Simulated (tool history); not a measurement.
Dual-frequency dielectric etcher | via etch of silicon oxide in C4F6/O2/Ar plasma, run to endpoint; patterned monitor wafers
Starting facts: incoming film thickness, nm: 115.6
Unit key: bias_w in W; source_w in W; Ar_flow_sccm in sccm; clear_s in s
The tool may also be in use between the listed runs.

{"run": 1, "hour": 0.0, "bias_w": 497, "source_w": 350, "Ar_flow_sccm": 386, "clear_s": 27.932}
{"run": 2, "hour": 0.8, "bias_w": 497, "source_w": 320, "Ar_flow_sccm": 386, "clear_s": 28.855}
{"run": 3, "hour": 8.8, "bias_w": 497, "source_w": 320, "Ar_flow_sccm": 448, "clear_s": 29.681}
{"run": 4, "hour": 11.4, "bias_w": 497, "source_w": 360, "Ar_flow_sccm": 448, "clear_s": 28.184}
{"run": 5, "hour": 16.8, "bias_w": 497, "source_w": 420, "Ar_flow_sccm": 448, "clear_s": 26.303}
{"run": 6, "hour": 23.4, "bias_w": 561, "source_w": 420, "Ar_flow_sccm": 448, "clear_s": 25.092}
{"run": 7, "hour": 31.4, "bias_w": 581, "source_w": 420, "Ar_flow_sccm": 448, "clear_s": 24.542}
{"run": 8, "hour": 38.4, "bias_w": 593, "source_w": 420, "Ar_flow_sccm": 448, "clear_s": 24.476}
{"run": 9, "hour": 40.8, "bias_w": 606, "source_w": 420, "Ar_flow_sccm": 448, "clear_s": 24.192}
{"run": 10, "hour": 46.8, "bias_w": 615, "source_w": 420, "Ar_flow_sccm": 448, "clear_s": 23.947}
{"run": 11, "hour": 52.5, "bias_w": 621, "source_w": 420, "Ar_flow_sccm": 448, "clear_s": 23.919}
{"run": 12, "hour": 53.6, "bias_w": 627, "source_w": 420, "Ar_flow_sccm": 448, "clear_s": 23.888}

Run 13 is up next; what results do you expect?
{"run": 13, "hour": 60.5, "bias_w": 627, "source_w": 420, "Ar_flow_sccm": 448, "clear_s": "?"}

{"run 13": {"clear_s": 23.957}}
